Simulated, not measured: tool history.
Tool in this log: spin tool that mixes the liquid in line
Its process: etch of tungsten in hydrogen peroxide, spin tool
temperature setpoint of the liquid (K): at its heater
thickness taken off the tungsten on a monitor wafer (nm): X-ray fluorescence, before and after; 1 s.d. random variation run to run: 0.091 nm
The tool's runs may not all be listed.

run  hour  temperature setpoint of the liquid (K)  concentration of hydrogen peroxide in the mixed liquid (% by weight)  time under the liquid (s)  thickness taken off the tungsten on a monitor wafer (nm)
  1     0                                  323.15                                                                  24.5                         15                                                    30.561
  2   6.8                                  323.15                                                                  24.5                         15                                                    30.854
  3   9.7                                  321.15                                                                  24.5                         15                                                    27.252
  4  15.4                                  319.65                                                                  24.5                         15                                                    24.801
  5  23.9                                  319.65                                                                  24.5                         15                                                    24.932
  6  24.8                                  325.15                                                                  24.5                         15                                                    35.076
  7  31.4                                  323.15                                                                  24.5                         15                                                     30.75
  8  35.9                                  321.65                                                                  24.5                         15                                                    28.154
  9  36.5                                  320.15                                                                  24.5                         15                                                     25.71

Predict the results of run 10:
 10  37.8                                  313.15                                                                  24.5                         15                                                         ?

thickness taken off the tungsten on a monitor wafer (nm): 16.376

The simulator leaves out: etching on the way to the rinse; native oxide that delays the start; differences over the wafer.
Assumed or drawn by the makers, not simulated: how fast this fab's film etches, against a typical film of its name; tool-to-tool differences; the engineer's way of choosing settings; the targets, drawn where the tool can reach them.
